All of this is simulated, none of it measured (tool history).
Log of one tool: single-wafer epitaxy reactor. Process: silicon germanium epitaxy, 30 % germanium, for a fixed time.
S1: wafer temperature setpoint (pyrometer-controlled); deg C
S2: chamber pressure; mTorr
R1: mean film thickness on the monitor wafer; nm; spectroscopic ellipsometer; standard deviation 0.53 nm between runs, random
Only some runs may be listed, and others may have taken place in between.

run	hour	S1	S2	R1
1	0	605	26400	66.734
2	1.3	601	26400	61.649
3	6.1	606	26500	68.436
4	9.3	610	26600	73.45
# hour 15.8: pyrometer calibrated
5	15.8	613	26700	83.491
6	22.6	604	26700	70.265
7	25.9	608	26800	76.444
8	33.8	610	26800	79.159
9	35.8	612	26800	81.34
10	43.2	613	26800	83.904
11	51	614	26800	83.584
12	57.8	615	26800	85.606

Expected results for the next run?
13	66.8	616	26800	?

{"run 13": {"R1": 86.851}}

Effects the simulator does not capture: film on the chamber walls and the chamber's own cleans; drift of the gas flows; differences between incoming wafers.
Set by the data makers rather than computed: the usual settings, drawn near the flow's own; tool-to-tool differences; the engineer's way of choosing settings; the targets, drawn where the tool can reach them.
